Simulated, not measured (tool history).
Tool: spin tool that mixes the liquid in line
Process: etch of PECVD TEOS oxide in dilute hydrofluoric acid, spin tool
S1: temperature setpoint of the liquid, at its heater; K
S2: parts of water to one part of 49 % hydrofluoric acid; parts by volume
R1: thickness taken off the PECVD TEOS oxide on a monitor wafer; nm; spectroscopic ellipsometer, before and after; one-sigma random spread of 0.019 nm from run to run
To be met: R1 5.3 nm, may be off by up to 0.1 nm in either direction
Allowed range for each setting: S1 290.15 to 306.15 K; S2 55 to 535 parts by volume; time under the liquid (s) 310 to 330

run 1 day=0 | S1=298.15 S2=295 time_under_the_liquid_(s)=310 | R1=9.5116
run 2 day=0.2 | S1=301.15 S2=295 time_under_the_liquid_(s)=310 | R1=10.525
run 3 day=0.379 | S1=300.15 S2=305 time_under_the_liquid_(s)=310 | R1=9.7529
run 4 day=0.446 | S1=299.15 S2=310 time_under_the_liquid_(s)=310 | R1=9.2778
run 5 day=0.662 | S1=301.65 S2=310 time_under_the_liquid_(s)=310 | R1=10.024
run 6 day=0.842 | S1=300.15 S2=310 time_under_the_liquid_(s)=310 | R1=9.5063
run 7 day=1.092 | S1=299.15 S2=315 time_under_the_liquid_(s)=310 | R1=9.0751
run 8 day=1.342 | S1=298.15 S2=320 time_under_the_liquid_(s)=310 | R1=8.558
run 9 day=1.438 | S1=297.15 S2=325 time_under_the_liquid_(s)=310 | R1=8.1267
run 10 day=1.788 | S1=296.65 S2=330 time_under_the_liquid_(s)=310 | R1=7.8355
run 11 day=2.021 | S1=296.15 S2=335 time_under_the_liquid_(s)=310 | R1=7.5245
run 12 day=2.058 | S1=295.65 S2=340 time_under_the_liquid_(s)=310 | R1=7.2307
run 13 day=2.358 | S1=295.15 S2=345 time_under_the_liquid_(s)=310 | R1=7.0128

Next run, 5 choices. One meets every target within its allowed miss, the rest don't. Which?
run A day=2.658 | S1=295.15 S2=310 time_under_the_liquid_(s)=325 | R1=?
run B day=2.658 | S1=293.65 S2=380 time_under_the_liquid_(s)=310 | R1=?
run C day=2.658 | S1=293.15 S2=410 time_under_the_liquid_(s)=315 | R1=?
run D day=2.658 | S1=294.65 S2=325 time_under_the_liquid_(s)=325 | R1=?
run E day=2.658 | S1=291.65 S2=340 time_under_the_liquid_(s)=320 | R1=?

move=A R1=8.3658
move=B R1=5.8052
move=C R1=5.2407
move=D R1=7.7331
move=E R1=6.4506
A: moves away from the targets compared with the last run
B: an improvement on the last run, though not all results are within tolerance
C: all results in spec
D: moves away from the targets compared with the last run
E: an improvement on the last run, though not all results are within tolerance
Correct choice: C, which meets every target
